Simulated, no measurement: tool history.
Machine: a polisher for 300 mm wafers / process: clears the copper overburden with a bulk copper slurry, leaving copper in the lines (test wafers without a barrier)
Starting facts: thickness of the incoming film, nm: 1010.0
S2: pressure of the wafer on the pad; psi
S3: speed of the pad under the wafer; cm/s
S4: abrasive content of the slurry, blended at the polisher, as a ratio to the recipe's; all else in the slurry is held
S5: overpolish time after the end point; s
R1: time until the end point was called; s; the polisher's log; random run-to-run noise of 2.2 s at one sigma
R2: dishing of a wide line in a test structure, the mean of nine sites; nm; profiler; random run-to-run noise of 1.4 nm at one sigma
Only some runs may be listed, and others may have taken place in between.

run 1 hour=0 | flow_of_slurry_(ml/min)=155 S2=2 S3=118 S4=1 S5=13 | R1=126.55 R2=57.598
run 2 hour=4.8 | flow_of_slurry_(ml/min)=155 S2=2 S3=140 S4=1 S5=13 | R1=105.83 R2=64.558
run 3 hour=5.7 | flow_of_slurry_(ml/min)=155 S2=1.9 S3=140 S4=1 S5=14 | R1=113.14 R2=64.371
run 4 hour=12.7 | flow_of_slurry_(ml/min)=155 S2=1.9 S3=140 S4=1 S5=11 | R1=109.55 R2=55.363
run 5 hour=14.3 | flow_of_slurry_(ml/min)=155 S2=1.8 S3=140 S4=1 S5=12 | R1=112.74 R2=54.505
run 6 hour=20.2 | flow_of_slurry_(ml/min)=155 S2=1.8 S3=164 S4=1 S5=12 | R1=99.789 R2=61.617
run 7 hour=22.7 | flow_of_slurry_(ml/min)=155 S2=1.7 S3=162 S4=1 S5=13 | R1=103.14 R2=60.862
run 8 hour=29.6 | flow_of_slurry_(ml/min)=155 S2=1.6 S3=160 S4=1 S5=14 | R1=111.63 R2=64.74
run 9 hour=32.4 | flow_of_slurry_(ml/min)=155 S2=1.5 S3=160 S4=1 S5=15 | R1=117.11 R2=64.08
run 10 hour=38.8 | flow_of_slurry_(ml/min)=155 S2=1.4 S3=160 S4=1 S5=16 | R1=120.8 R2=64.026
run 11 hour=43.8 | flow_of_slurry_(ml/min)=155 S2=1.3 S3=160 S4=1 S5=17 | R1=124.19 R2=64.248
run 12 hour=46.1 | flow_of_slurry_(ml/min)=155 S2=1.3 S3=160 S4=1 S5=17 | R1=125.88 R2=63.951
run 13 hour=54.5 | flow_of_slurry_(ml/min)=155 S2=1.3 S3=160 S4=1 S5=18 | R1=129.52 R2=65.441
run 14 hour=57.6 | flow_of_slurry_(ml/min)=155 S2=1.3 S3=160 S4=1 S5=19 | R1=125.93 R2=67.349
run 15 hour=61.4 | flow_of_slurry_(ml/min)=155 S2=1.3 S3=160 S4=1 S5=20 | R1=125.91 R2=69.219
run 16 hour=70.3 | flow_of_slurry_(ml/min)=150 S2=1.1 S3=158 S4=1 S5=22 | R1=146.14 R2=66.906
run 17 hour=78.6 | flow_of_slurry_(ml/min)=140 S2=1.1 S3=158 S4=1 S5=23 | R1=149.65 R2=66.083

Predict the results of run 18:
run 18 hour=82.1 | flow_of_slurry_(ml/min)=135 S2=1.1 S3=158 S4=1 S5=24 | R1=? R2=?

{"run 18": {"R1": 149.43, "R2": 68.597}}
